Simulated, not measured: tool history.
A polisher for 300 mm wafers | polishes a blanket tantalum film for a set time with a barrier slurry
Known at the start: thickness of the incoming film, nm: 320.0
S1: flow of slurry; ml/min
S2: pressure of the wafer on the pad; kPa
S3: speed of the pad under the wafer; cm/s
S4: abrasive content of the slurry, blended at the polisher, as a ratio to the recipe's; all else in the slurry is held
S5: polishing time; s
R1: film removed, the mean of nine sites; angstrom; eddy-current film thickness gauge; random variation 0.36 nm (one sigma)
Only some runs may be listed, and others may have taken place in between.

run,hour,S1,S2,S3,S4,S5,R1
1,0,230,13.1,102,1,48,740.14
2,6.6,230,11.7,102,1,48,664.66
3,11.9,230,15.2,102,1,48,851.77
4,16.7,230,13.1,102,1,48,758.07
5,20.3,230,11.7,100,1,48,658.61
6,28,230,10.3,100,1,48,583.68
7,34.7,230,9.7,100,1,48,536.92

Run 8 comes next. What will it give?
8,35.6,220,6.9,100,1,48,?

R1: 397.5 angstrom
